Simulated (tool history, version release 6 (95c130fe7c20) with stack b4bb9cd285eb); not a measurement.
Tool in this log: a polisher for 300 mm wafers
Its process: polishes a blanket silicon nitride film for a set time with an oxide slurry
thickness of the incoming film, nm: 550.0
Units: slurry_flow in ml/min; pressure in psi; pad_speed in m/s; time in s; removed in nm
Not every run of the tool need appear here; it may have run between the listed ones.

| run | hour | slurry_flow | pressure | pad_speed | slurry_solids | time | removed |
|---|---|---|---|---|---|---|---|
| 1 | 0.0 | 305 | 3.6 | 1.16 | 1.0 | 26 | 19.391 |
| 2 | 2.0 | 380 | 3.6 | 1.16 | 1.0 | 26 | 19.680 |
| 3 | 8.4 | 380 | 4.2 | 1.18 | 1.0 | 26 | 21.850 |
| 4 | 13.0 | 380 | 4.6 | 1.26 | 1.0 | 26 | 24.637 |
| 5 | 17.4 | 380 | 4.9 | 1.32 | 1.0 | 26 | 27.336 |
| 6 | 21.8 | 380 | 4.9 | 1.32 | 0.9 | 26 | 25.852 |

Run 7 is up next; what results do you expect?
| 7 | 24.1 | 380 | 5.1 | 1.38 | 0.9 | 26 | ? |

removed: 27.975 nm

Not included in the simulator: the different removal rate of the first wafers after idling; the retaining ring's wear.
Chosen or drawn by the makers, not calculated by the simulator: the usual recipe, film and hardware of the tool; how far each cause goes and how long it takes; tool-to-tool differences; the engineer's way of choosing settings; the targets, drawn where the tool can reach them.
